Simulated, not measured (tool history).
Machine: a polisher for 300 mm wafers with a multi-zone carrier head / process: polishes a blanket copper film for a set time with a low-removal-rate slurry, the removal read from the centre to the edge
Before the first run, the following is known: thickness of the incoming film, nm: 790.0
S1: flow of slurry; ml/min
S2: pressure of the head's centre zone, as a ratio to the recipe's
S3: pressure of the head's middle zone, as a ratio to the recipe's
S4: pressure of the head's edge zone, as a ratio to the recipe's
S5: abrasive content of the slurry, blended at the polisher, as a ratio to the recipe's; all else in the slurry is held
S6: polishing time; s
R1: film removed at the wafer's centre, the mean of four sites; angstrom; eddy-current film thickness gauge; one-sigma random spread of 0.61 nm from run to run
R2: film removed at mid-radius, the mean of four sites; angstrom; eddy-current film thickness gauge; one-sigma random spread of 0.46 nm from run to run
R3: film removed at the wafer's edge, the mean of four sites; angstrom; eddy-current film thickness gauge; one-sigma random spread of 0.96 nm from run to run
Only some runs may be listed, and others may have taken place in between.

run,hour,S1,S2,S3,S4,S5,S6,R1,R2,R3
1,0.0,295,1.00,1.00,1.00,1.00,47,1309.80,1196.90,1181.00
2,3.3,295,1.00,1.00,0.94,1.00,47,1307.50,1197.00,1166.30
3,5.2,295,1.00,1.00,0.94,1.20,47,1347.10,1229.30,1183.50
4,12.3,285,0.96,0.99,0.93,1.05,43,1138.20,1101.00,1059.60
5,21.1,285,0.96,0.99,0.96,1.05,43,1166.60,1092.90,1088.10
6,23.2,315,0.96,0.99,0.96,1.05,43,1174.40,1100.60,1103.90
7,24.2,290,0.93,0.97,0.93,0.95,41,1035.00,999.95,993.85
8,32.9,275,0.90,0.95,0.91,0.85,40,955.52,933.23,920.85
9,37.1,265,0.88,0.95,0.92,0.75,39,866.04,872.01,871.88
10,39.2,265,0.88,0.95,0.92,0.75,39,884.07,876.88,881.66
11,46.6,255,0.86,0.95,0.92,0.70,39,849.19,864.79,856.13

What does the tool deliver on the next run?
12,51.2,250,0.85,0.95,0.93,0.65,38,?,?,?

{"run 12": {"R1": 808.94, "R2": 823.64, "R3": 836.78}}
